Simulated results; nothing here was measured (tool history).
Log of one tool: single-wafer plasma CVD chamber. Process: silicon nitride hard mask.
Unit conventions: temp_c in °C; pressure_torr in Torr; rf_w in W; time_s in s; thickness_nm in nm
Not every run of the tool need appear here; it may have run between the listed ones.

Run 1, hour 0: temp_c 400 °C, pressure_torr 1.2 Torr, rf_w 330 W, time_s 61.6 s. Result: thickness_nm 71.562 nm.
Run 2, hour 0.9: temp_c 400 °C, pressure_torr 1.27 Torr, rf_w 335 W, time_s 61.6 s. Result: thickness_nm 73.047 nm.
Run 3, hour 7.4: temp_c 400 °C, pressure_torr 1.32 Torr, rf_w 340 W, time_s 61.6 s. Result: thickness_nm 74.18 nm.
Run 4, hour 14.5: temp_c 400 °C, pressure_torr 1.36 Torr, rf_w 345 W, time_s 61.7 s. Result: thickness_nm 74.754 nm.
Run 5, hour 20.6: temp_c 409 °C, pressure_torr 1.36 Torr, rf_w 345 W, time_s 61.7 s. Result: thickness_nm 74.985 nm.
Run 6, hour 25.5: temp_c 409 °C, pressure_torr 1.36 Torr, rf_w 345 W, time_s 61.6 s. Result: thickness_nm 74.786 nm.
Run 7, hour 33.8: temp_c 409 °C, pressure_torr 1.39 Torr, rf_w 350 W, time_s 61.7 s. Result: thickness_nm 75.361 nm.
Run 8, hour 35.2: temp_c 409 °C, pressure_torr 1.42 Torr, rf_w 355 W, time_s 61.8 s. Result: thickness_nm 76.982 nm.

Predict the results of run 9:
Run 9, hour 41.2: temp_c 409 °C, pressure_torr 1.45 Torr, rf_w 360 W, time_s 61.8 s. Result: thickness_nm ?.

{"run 9": {"thickness_nm": 77.36}}

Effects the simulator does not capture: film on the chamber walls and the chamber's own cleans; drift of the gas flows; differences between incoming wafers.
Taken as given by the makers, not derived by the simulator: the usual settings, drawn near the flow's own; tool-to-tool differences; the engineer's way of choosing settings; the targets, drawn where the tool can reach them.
